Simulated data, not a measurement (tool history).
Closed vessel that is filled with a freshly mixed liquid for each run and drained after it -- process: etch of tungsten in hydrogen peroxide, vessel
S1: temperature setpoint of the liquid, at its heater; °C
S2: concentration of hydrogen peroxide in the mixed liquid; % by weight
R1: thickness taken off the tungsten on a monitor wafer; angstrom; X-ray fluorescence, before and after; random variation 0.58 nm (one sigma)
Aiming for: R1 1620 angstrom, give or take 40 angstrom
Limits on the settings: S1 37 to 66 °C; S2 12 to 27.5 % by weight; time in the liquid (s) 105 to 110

Run 1, hour 0: S1 53 °C, S2 18.5 % by weight, time in the liquid (s) 105. Result: R1 1319 angstrom.
Run 2, hour 3.8: S1 54 °C, S2 18.5 % by weight, time in the liquid (s) 105. Result: R1 1406.6 angstrom.
Run 3, hour 9.9: S1 54 °C, S2 15.5 % by weight, time in the liquid (s) 105. Result: R1 1294.1 angstrom.
Run 4, hour 11.2: S1 54 °C, S2 14 % by weight, time in the liquid (s) 105. Result: R1 1226 angstrom.
Run 5, hour 19.5: S1 55 °C, S2 14 % by weight, time in the liquid (s) 105. Result: R1 1286.6 angstrom.
Run 6, hour 28.7: S1 55 °C, S2 14 % by weight, time in the liquid (s) 105. Result: R1 1295.5 angstrom.
Run 7, hour 36.6: S1 56 °C, S2 14 % by weight, time in the liquid (s) 105. Result: R1 1371 angstrom.
Run 8, hour 39.5: S1 56.5 °C, S2 14 % by weight, time in the liquid (s) 105. Result: R1 1410.3 angstrom.
Run 9, hour 43.9: S1 57 °C, S2 14 % by weight, time in the liquid (s) 105. Result: R1 1467.4 angstrom.
Run 10, hour 48.9: S1 57.5 °C, S2 14 % by weight, time in the liquid (s) 105. Result: R1 1502.7 angstrom.
Run 11, hour 49.8: S1 58 °C, S2 14 % by weight, time in the liquid (s) 105. Result: R1 1546.6 angstrom.

Which single option among these 4 for the next run brings every result within its allowed miss of target? Just one does.
Run A, hour 50.7: S1 57 °C, S2 15.5 % by weight, time in the liquid (s) 110. Result: R1 ?.
Run B, hour 50.7: S1 59.5 °C, S2 14.5 % by weight, time in the liquid (s) 105. Result: R1 ?.
Run C, hour 50.7: S1 59 °C, S2 15.5 % by weight, time in the liquid (s) 105. Result: R1 ?.
Run D, hour 50.7: S1 59.5 °C, S2 13.5 % by weight, time in the liquid (s) 110. Result: R1 ?.

move      R1
   A  1600.9
   B  1709.2
   C  1716.8
   D  1727.7
A: all results in spec
B: takes the result that was furthest off past its target
C: takes the result that was furthest off past its target
D: takes the result that was furthest off past its target
Go with A: it meets all targets.
